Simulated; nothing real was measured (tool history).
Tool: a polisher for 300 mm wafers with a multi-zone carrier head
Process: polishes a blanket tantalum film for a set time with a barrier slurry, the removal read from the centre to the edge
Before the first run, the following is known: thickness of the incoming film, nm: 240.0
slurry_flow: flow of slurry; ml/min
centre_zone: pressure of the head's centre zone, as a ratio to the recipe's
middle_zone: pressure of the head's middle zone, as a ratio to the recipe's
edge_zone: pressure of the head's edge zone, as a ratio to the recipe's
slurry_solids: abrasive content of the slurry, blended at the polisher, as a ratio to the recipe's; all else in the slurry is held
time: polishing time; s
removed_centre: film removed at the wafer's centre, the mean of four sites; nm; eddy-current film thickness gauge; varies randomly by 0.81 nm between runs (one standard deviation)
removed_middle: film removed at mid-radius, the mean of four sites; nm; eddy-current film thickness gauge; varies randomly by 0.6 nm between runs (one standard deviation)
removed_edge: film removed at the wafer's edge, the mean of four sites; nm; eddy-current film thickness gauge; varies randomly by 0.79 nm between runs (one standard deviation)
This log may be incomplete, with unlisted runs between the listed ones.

run,hour,slurry_flow,centre_zone,middle_zone,edge_zone,slurry_solids,time,removed_centre,removed_middle,removed_edge
1,0.0,185,1.00,1.00,1.00,1.00,64,71.367,74.614,73.708
2,4.1,180,1.01,0.97,0.97,0.85,63,65.281,66.881,65.232
3,10.8,180,1.01,0.97,0.97,1.00,63,70.504,72.672,71.021
4,17.1,175,1.02,0.94,0.96,0.90,63,67.157,66.416,69.297
5,25.3,180,1.04,0.94,0.94,0.80,63,64.338,61.870,64.483
6,33.8,180,1.06,0.95,0.92,0.75,63,64.989,60.822,61.110
7,39.6,175,1.06,0.94,0.90,0.75,63,63.503,60.454,60.398
8,46.2,170,1.07,0.93,0.89,0.75,63,65.116,58.170,59.393
9,47.4,165,1.06,0.93,0.88,0.75,63,63.723,58.834,59.180

Run 10 has not been measured yet. What should we expect?
10,55.6,160,1.06,0.92,0.87,0.75,63,?,?,?

{"run 10": {"removed_centre": 61.779, "removed_middle": 58.667, "removed_edge": 59.106}}
